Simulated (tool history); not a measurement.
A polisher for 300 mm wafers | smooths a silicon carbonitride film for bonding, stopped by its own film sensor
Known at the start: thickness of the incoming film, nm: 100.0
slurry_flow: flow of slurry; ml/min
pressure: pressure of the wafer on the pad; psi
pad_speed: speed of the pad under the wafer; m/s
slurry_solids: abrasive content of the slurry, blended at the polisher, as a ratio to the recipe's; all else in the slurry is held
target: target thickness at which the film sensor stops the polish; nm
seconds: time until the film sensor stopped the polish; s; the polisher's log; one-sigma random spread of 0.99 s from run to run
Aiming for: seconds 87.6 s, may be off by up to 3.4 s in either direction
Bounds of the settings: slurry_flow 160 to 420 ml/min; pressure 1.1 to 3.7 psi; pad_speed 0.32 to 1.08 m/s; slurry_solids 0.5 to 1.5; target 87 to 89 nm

Run 1, hour 0: slurry_flow 270 ml/min, pressure 2.4 psi, pad_speed 0.7 m/s, slurry_solids 1, target 87 nm. Result: seconds 68.667 s.
Run 2, hour 7.6: slurry_flow 330 ml/min, pressure 2.4 psi, pad_speed 0.7 m/s, slurry_solids 1, target 87 nm. Result: seconds 67.672 s.
Run 3, hour 12.5: slurry_flow 290 ml/min, pressure 2.4 psi, pad_speed 0.7 m/s, slurry_solids 1, target 87 nm. Result: seconds 68.2 s.
Run 4, hour 13.9: slurry_flow 290 ml/min, pressure 2.4 psi, pad_speed 0.78 m/s, slurry_solids 1, target 87 nm. Result: seconds 64.152 s.
Run 5, hour 19.9: slurry_flow 290 ml/min, pressure 2.2 psi, pad_speed 0.78 m/s, slurry_solids 1, target 87 nm. Result: seconds 67.91 s.
Run 6, hour 22.6: slurry_flow 290 ml/min, pressure 2.1 psi, pad_speed 0.78 m/s, slurry_solids 1, target 87 nm. Result: seconds 70 s.
Run 7, hour 25: slurry_flow 290 ml/min, pressure 2 psi, pad_speed 0.78 m/s, slurry_solids 1, target 87 nm. Result: seconds 71.73 s.
Run 8, hour 31.8: slurry_flow 290 ml/min, pressure 1.9 psi, pad_speed 0.78 m/s, slurry_solids 1, target 87 nm. Result: seconds 77.082 s.
Run 9, hour 35.6: slurry_flow 290 ml/min, pressure 1.8 psi, pad_speed 0.78 m/s, slurry_solids 1, target 87 nm. Result: seconds 78.936 s.
Run 10, hour 41.8: slurry_flow 290 ml/min, pressure 1.7 psi, pad_speed 0.78 m/s, slurry_solids 1, target 87 nm. Result: seconds 83.266 s.

Which one of the following 4 next-run settings gets every result inside its allowed miss? There is exactly one.
Run A, hour 48: slurry_flow 325 ml/min, pressure 1.5 psi, pad_speed 0.78 m/s, slurry_solids 1.3, target 88 nm. Result: seconds ?.
Run B, hour 48: slurry_flow 255 ml/min, pressure 1.5 psi, pad_speed 0.84 m/s, slurry_solids 1.15, target 88 nm. Result: seconds ?.
Run C, hour 48: slurry_flow 315 ml/min, pressure 1.8 psi, pad_speed 0.76 m/s, slurry_solids 1, target 87 nm. Result: seconds ?.
Run D, hour 48: slurry_flow 310 ml/min, pressure 1.7 psi, pad_speed 0.72 m/s, slurry_solids 1, target 87 nm. Result: seconds ?.

move  seconds
   A   73.915
   B   74.704
   C   79.797
   D   86.702
A: further off than the last run
B: further off than the last run
C: further off than the last run
D: all results land within tolerance of their targets
Move D is the one to make.
